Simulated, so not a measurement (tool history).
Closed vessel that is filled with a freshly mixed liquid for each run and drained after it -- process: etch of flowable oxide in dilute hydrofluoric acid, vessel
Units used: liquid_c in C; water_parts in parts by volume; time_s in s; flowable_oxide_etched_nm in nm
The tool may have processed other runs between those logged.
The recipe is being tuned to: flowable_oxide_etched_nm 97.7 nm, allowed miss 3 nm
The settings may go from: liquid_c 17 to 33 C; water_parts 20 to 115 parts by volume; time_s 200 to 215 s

run  hour  liquid_c  water_parts  time_s  flowable_oxide_etched_nm
  1     0        25           65     200                      83.4
  2   0.7        26           65     200                    86.329
  3   7.8        28           65     200                    93.468
  4  12.4        28           65     200                    93.839
  5  17.8        28           85     200                    69.345
  6  20.4      29.5           80     200                    79.063
  7  25.5      30.5           80     200                    82.372
  8  27.5      30.5           80     200                    81.148
  9  32.1        31           80     200                    82.162
 10  37.1      31.5           80     200                    85.417
 11  40.4        32           80     200                    85.101
 12  45.8      32.5           80     200                    89.049

Of the 4 settings listed for the next run, only one would bring every result within its allowed miss of target. Which one?
  A  51.2        33           90     200                         ?
  B  51.2        33           75     205                         ?
  C  51.2        32           90     200                         ?
  D  51.2      31.5           80     215                         ?

move  flowable_oxide_etched_nm
   A                    78.448
   B                    98.777
   C                    75.601
   D                      91.1
A: misses by more than the last run did
B: all results in spec
C: misses by more than the last run did
D: better than the last run, though not everything is in spec
The move that meets every target is B.
